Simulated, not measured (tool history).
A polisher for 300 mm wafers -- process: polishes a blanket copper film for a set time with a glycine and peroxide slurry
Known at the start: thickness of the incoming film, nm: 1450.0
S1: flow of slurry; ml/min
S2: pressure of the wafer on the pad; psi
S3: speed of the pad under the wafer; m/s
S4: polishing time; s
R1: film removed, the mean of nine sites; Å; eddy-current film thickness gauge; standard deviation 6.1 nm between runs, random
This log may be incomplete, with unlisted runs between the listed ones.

run  hour   S1   S2    S3  S4      R1
  1   0.0  280  2.2  0.82  74  2323.6
  2   2.5  280  2.2  0.66  74  2049.6
  3   4.9  210  2.2  0.66  74  1875.2
  4  12.1  240  2.6  0.74  75  2369.8
  5  21.0  265  2.9  0.82  76  2799.9
  6  27.1  275  3.1  0.88  77  3211.9
  7  35.3  280  3.2  0.92  77  3376.3

Forecast run 8:
  8  38.5  280  3.2  0.92  77   ?

{"run 8": {"R1": 3369.4}}
